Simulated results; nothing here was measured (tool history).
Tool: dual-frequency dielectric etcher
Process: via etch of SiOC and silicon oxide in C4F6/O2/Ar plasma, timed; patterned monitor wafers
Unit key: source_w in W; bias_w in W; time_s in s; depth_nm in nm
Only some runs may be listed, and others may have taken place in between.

run 1 hour=0.0 | source_w=270 bias_w=160 time_s=105.5 | depth_nm=99.534
run 2 hour=2.4 | source_w=270 bias_w=183 time_s=105.5 | depth_nm=104.950
run 3 hour=9.9 | source_w=250 bias_w=183 time_s=105.5 | depth_nm=103.000
run 4 hour=11.3 | source_w=240 bias_w=180 time_s=105.5 | depth_nm=100.700
run 5 hour=18.8 | source_w=190 bias_w=180 time_s=105.5 | depth_nm=96.618
run 6 hour=27.3 | source_w=190 bias_w=177 time_s=105.5 | depth_nm=96.025
run 7 hour=33.3 | source_w=190 bias_w=174 time_s=105.5 | depth_nm=94.595
run 8 hour=38.9 | source_w=190 bias_w=172 time_s=105.5 | depth_nm=94.907
run 9 hour=42.0 | source_w=190 bias_w=170 time_s=105.5 | depth_nm=93.758
run 10 hour=50.6 | source_w=190 bias_w=169 time_s=105.5 | depth_nm=93.511

For run 11, what comes out?
run 11 hour=51.6 | source_w=190 bias_w=168 time_s=105.5 | depth_nm=?

Run 11 came out at depth_nm 93.380 nm.

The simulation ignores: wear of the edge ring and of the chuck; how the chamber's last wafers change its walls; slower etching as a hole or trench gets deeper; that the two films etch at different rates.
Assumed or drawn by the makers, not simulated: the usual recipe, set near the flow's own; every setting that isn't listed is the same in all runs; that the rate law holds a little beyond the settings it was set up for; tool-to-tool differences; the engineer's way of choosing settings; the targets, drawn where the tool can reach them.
